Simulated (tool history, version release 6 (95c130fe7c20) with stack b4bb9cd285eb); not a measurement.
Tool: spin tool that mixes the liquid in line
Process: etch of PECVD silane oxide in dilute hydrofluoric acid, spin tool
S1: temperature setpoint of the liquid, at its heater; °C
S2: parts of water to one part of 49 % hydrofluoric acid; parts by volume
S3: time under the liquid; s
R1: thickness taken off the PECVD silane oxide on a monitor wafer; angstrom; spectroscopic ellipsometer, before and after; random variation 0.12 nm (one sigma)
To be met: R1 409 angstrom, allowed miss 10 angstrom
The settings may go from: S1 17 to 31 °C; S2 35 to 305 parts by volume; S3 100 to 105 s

run	hour	S1	S2	S3	R1
1	0	23	170	100	231.04
2	5.1	25	170	100	249.53
3	9.9	25	170	100	248.76
4	11.7	26.5	160	100	284.27
5	12.4	23.5	160	100	252.72
6	13.1	25.5	150	100	296.63
7	18.4	27	145	100	325.31
8	27.4	28	140	100	349.76
9	35.6	28.5	140	100	358.52
10	42.4	29	140	100	365.41
11	49.6	29.5	140	100	371.37
12	53.1	30	140	100	378.28

Which of these 4 next moves meets every target?
A	56.6	29	140	105	?
B	56.6	24.5	115	105	?
C	56.6	25	125	100	?
D	56.6	31	140	100	?

move	R1
A	386.38
B	409.44
C	361.36
D	395.64
A: nearer than the last run, and not there yet
B: meets every target
C: further off than the last run
D: nearer than the last run, and not there yet
Move B is the one to make.
